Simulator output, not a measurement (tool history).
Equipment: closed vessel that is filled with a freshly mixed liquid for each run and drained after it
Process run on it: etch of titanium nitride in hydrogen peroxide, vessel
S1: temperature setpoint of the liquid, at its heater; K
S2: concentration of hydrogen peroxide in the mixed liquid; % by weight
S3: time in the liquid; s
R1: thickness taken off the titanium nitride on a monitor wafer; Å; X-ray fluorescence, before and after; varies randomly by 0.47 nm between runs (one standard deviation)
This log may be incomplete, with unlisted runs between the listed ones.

run 1 hour=0.0 | S1=329.15 S2=15.0 S3=1365 | R1=846.34
run 2 hour=3.8 | S1=329.15 S2=12.5 S3=1365 | R1=812.96
run 3 hour=8.8 | S1=331.15 S2=12.5 S3=1365 | R1=938.71
run 4 hour=12.2 | S1=331.15 S2=12.5 S3=1465 | R1=1004.70
run 5 hour=13.2 | S1=336.65 S2=12.5 S3=1465 | R1=1450.60
run 6 hour=17.6 | S1=329.65 S2=12.5 S3=1465 | R1=904.55
run 7 hour=21.0 | S1=329.65 S2=12.5 S3=1465 | R1=899.57

Expected results for the next run?
run 8 hour=26.4 | S1=331.15 S2=12.5 S3=1465 | R1=?

Run 8 measured R1 1008.50 Å.
